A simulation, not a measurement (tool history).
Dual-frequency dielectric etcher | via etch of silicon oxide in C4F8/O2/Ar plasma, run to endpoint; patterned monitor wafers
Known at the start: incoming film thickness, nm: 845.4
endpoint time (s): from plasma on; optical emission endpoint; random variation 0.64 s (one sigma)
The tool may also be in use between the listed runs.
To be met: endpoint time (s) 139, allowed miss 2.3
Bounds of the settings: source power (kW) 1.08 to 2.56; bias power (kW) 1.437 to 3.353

| run | hour | source power (kW) | bias power (kW) | endpoint time (s) |
|---|---|---|---|---|
| 1 | 0 | 1.82 | 2.395 | 161.41 |
| 2 | 6.4 | 1.82 | 2.01 | 171.29 |
| 3 | 12.1 | 1.97 | 2.095 | 165.44 |
| 4 | 17.5 | 2.19 | 2.095 | 159.57 |
| 5 | 19.7 | 2.19 | 1.773 | 167.6 |
| 6 | 20.9 | 2.19 | 2.127 | 160.1 |
| 7 | 22.5 | 2.56 | 2.606 | 143.53 |
| 8 | 30.4 | 2.56 | 2.665 | 141.37 |

Which of these 5 next moves meets every target?
| A | 38.3 | 2.56 | 2.775 | ? |
| B | 38.3 | 2.4 | 2.675 | ? |
| C | 38.3 | 2.49 | 2.592 | ? |
| D | 38.3 | 2.44 | 2.556 | ? |
| E | 38.3 | 2.5 | 2.613 | ? |

| move | endpoint time (s) |
|---|---|
| A | 139 |
| B | 143.4 |
| C | 143.3 |
| D | 144.82 |
| E | 142.75 |
A: meets every target
B: further off than the last run
C: further off than the last run
D: further off than the last run
E: further off than the last run
Move A is the one to make.

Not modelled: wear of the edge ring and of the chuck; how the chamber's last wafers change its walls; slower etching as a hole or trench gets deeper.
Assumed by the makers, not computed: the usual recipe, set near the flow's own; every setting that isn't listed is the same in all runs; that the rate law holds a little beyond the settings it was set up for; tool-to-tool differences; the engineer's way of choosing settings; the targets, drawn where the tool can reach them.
